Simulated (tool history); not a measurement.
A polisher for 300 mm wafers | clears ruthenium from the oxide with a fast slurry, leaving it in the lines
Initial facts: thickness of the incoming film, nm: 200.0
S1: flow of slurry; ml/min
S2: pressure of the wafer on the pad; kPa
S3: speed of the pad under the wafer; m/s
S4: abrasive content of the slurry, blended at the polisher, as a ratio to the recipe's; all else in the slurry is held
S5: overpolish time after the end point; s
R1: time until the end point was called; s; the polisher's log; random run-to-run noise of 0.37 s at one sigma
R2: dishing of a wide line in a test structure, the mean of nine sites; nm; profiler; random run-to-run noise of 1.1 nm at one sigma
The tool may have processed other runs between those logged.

run    day   S1    S2    S3   S4  S5      R1      R2
  1  0.000  255  23.4  0.98  1.0  14  37.314  54.815
  2  0.333  315  23.4  0.98  1.0  14  38.139  59.122
  3  0.396  305  26.2  0.98  1.0  13  33.786  56.735
  4  0.654  305  26.2  0.98  1.0  18  33.815  73.108
  5  0.917  305  29.6  0.98  1.0  18  30.627  81.935
  6  1.033  300  31.0  1.00  1.0  16  29.178  79.814

Run 7 is up next; what results do you expect?
  7  1.121  295  32.4  1.04  1.0  13   ?   ?

{"run 7": {"R1": 26.716, "R2": 70.449}}
